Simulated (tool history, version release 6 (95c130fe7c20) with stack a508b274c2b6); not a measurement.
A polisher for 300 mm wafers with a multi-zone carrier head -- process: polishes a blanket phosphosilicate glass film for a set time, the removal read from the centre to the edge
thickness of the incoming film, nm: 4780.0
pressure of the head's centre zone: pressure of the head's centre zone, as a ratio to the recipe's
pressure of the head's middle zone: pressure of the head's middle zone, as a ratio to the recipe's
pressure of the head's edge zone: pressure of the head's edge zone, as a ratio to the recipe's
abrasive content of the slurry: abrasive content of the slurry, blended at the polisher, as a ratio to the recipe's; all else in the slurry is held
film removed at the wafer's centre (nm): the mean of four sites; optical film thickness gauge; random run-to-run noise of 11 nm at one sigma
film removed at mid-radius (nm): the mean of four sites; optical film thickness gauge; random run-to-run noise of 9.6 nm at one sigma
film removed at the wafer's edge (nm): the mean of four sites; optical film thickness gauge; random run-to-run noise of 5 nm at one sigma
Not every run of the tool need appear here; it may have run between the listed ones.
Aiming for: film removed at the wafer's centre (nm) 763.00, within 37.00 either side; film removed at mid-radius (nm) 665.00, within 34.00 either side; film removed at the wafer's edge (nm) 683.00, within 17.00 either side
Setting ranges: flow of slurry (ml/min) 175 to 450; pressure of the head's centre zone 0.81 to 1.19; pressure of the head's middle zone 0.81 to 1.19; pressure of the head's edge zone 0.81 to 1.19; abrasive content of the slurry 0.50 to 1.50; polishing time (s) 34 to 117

| run | day | flow of slurry (ml/min) | pressure of the head's centre zone | pressure of the head's middle zone | pressure of the head's edge zone | abrasive content of the slurry | polishing time (s) | film removed at the wafer's centre (nm) | film removed at mid-radius (nm) | film removed at the wafer's edge (nm) |
|---|---|---|---|---|---|---|---|---|---|---|
| 1 | 0.000 | 290 | 1.00 | 1.00 | 1.00 | 1.00 | 75 | 467.75 | 442.27 | 453.67 |
| 2 | 0.362 | 290 | 0.96 | 1.00 | 1.00 | 1.00 | 75 | 434.90 | 432.71 | 455.97 |
| 3 | 0.550 | 295 | 1.00 | 1.01 | 1.03 | 1.15 | 77 | 492.33 | 487.02 | 498.79 |
| 4 | 0.792 | 300 | 1.04 | 1.00 | 1.05 | 1.25 | 80 | 566.33 | 506.51 | 536.87 |
| 5 | 0.854 | 300 | 0.97 | 1.00 | 1.05 | 1.25 | 80 | 519.23 | 520.68 | 538.89 |
| 6 | 1.212 | 300 | 1.04 | 1.00 | 1.05 | 1.25 | 80 | 574.13 | 505.09 | 535.02 |
| 7 | 1.533 | 300 | 1.05 | 1.02 | 1.07 | 1.30 | 83 | 594.76 | 548.21 | 579.58 |
| 8 | 1.671 | 305 | 1.08 | 1.04 | 1.08 | 1.35 | 84 | 632.84 | 572.88 | 593.00 |
| 9 | 2.021 | 310 | 1.10 | 1.05 | 1.09 | 1.40 | 85 | 645.27 | 604.73 | 604.57 |

Below are 5 possible settings for the next run. Only one of them brings all results inside the allowed miss of their targets. Which is it?
| A | 2.371 | 275 | 0.81 | 0.94 | 1.19 | 1.20 | 103 | ? | ? | ? |
| B | 2.371 | 335 | 0.85 | 1.14 | 1.19 | 1.35 | 85 | ? | ? | ? |
| C | 2.371 | 310 | 1.13 | 1.04 | 1.08 | 1.50 | 93 | ? | ? | ? |
| D | 2.371 | 335 | 0.96 | 1.07 | 1.19 | 1.45 | 71 | ? | ? | ? |
| E | 2.371 | 340 | 1.13 | 1.11 | 1.05 | 1.45 | 77 | ? | ? | ? |

| move | film removed at the wafer's centre (nm) | film removed at mid-radius (nm) | film removed at the wafer's edge (nm) |
|---|---|---|---|
| A | 560.92 | 627.64 | 731.05 |
| B | 517.15 | 625.12 | 636.53 |
| C | 776.95 | 662.16 | 685.34 |
| D | 500.76 | 512.64 | 545.77 |
| E | 640.92 | 570.22 | 555.53 |
A: the result that was furthest off in the last run now lies on the other side of its target
B: its largest miss is bigger than the last run's
C: meets every target
D: its largest miss is bigger than the last run's
E: its largest miss is bigger than the last run's
Answer: C
